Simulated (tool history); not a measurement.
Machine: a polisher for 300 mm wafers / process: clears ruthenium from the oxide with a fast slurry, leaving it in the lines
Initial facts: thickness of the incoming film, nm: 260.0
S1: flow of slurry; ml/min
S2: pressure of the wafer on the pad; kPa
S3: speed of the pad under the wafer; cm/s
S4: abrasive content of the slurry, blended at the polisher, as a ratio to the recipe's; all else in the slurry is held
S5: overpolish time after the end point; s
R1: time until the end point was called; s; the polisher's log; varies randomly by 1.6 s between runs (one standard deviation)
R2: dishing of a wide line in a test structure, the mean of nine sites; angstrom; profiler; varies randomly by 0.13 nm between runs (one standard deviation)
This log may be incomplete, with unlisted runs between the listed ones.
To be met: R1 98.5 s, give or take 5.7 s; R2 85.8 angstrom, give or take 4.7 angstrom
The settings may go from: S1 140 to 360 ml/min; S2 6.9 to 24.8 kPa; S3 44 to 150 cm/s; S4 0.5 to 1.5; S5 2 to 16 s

{"run": 1, "hour": 0.0, "S1": 230, "S2": 15.9, "S3": 96, "S4": 1, "S5": 8, "R1": 96.288, "R2": 163}
{"run": 2, "hour": 3.1, "S1": 230, "S2": 15.9, "S3": 96, "S4": 1, "S5": 7, "R1": 98.15, "R2": 137.87}
{"run": 3, "hour": 4.4, "S1": 230, "S2": 18.6, "S3": 96, "S4": 1, "S5": 7, "R1": 90.595, "R2": 163.67}
{"run": 4, "hour": 12.8, "S1": 230, "S2": 18.6, "S3": 120, "S4": 1, "S5": 7, "R1": 71.707, "R2": 192.26}
{"run": 5, "hour": 17.3, "S1": 235, "S2": 16.5, "S3": 122, "S4": 1, "S5": 6, "R1": 77.254, "R2": 157.13}
{"run": 6, "hour": 25.8, "S1": 235, "S2": 15.2, "S3": 122, "S4": 1, "S5": 5, "R1": 84.275, "R2": 125.43}
{"run": 7, "hour": 31.1, "S1": 235, "S2": 14.5, "S3": 122, "S4": 1, "S5": 5, "R1": 85.893, "R2": 121.12}
{"run": 8, "hour": 36.2, "S1": 235, "S2": 13.8, "S3": 122, "S4": 1, "S5": 5, "R1": 89.456, "R2": 116.72}
{"run": 9, "hour": 37.0, "S1": 235, "S2": 13.1, "S3": 122, "S4": 1, "S5": 5, "R1": 91.12, "R2": 115.01}
{"run": 10, "hour": 41.6, "S1": 235, "S2": 11.7, "S3": 120, "S4": 1, "S5": 3, "R1": 102.64, "R2": 64.508}
{"run": 11, "hour": 46.4, "S1": 235, "S2": 12.4, "S3": 120, "S4": 1, "S5": 3, "R1": 94.824, "R2": 67.985}
{"run": 12, "hour": 53.8, "S1": 235, "S2": 12.4, "S3": 122, "S4": 0.95, "S5": 3, "R1": 97.825, "R2": 68.333}

Which of these 5 next moves meets every target?
{"run": "A", "hour": 61.2, "S1": 220, "S2": 8.3, "S3": 124, "S4": 1.25, "S5": 5, "R1": "?", "R2": "?"}
{"run": "B", "hour": 61.2, "S1": 275, "S2": 11.7, "S3": 106, "S4": 1, "S5": 4, "R1": "?", "R2": "?"}
{"run": "C", "hour": 61.2, "S1": 180, "S2": 12.4, "S3": 98, "S4": 1, "S5": 5, "R1": "?", "R2": "?"}
{"run": "D", "hour": 61.2, "S1": 245, "S2": 13.1, "S3": 122, "S4": 0.85, "S5": 4, "R1": "?", "R2": "?"}
{"run": "E", "hour": 61.2, "S1": 210, "S2": 13.8, "S3": 106, "S4": 0.8, "S5": 4, "R1": "?", "R2": "?"}

move=A R1=108.7 R2=96.127
move=B R1=108.55 R2=77.871
move=C R1=119.3 R2=88.021
move=D R1=97.977 R2=85.855
move=E R1=113.37 R2=74.704
A: takes the biggest miss from the last run beyond its target
B: moves toward the targets from the last run without getting all of them in spec
C: the worst result of the last run now meets its target, but another is out of spec
D: all results land within tolerance of their targets
E: moves toward the targets from the last run without getting all of them in spec
Go with D: it meets all targets.
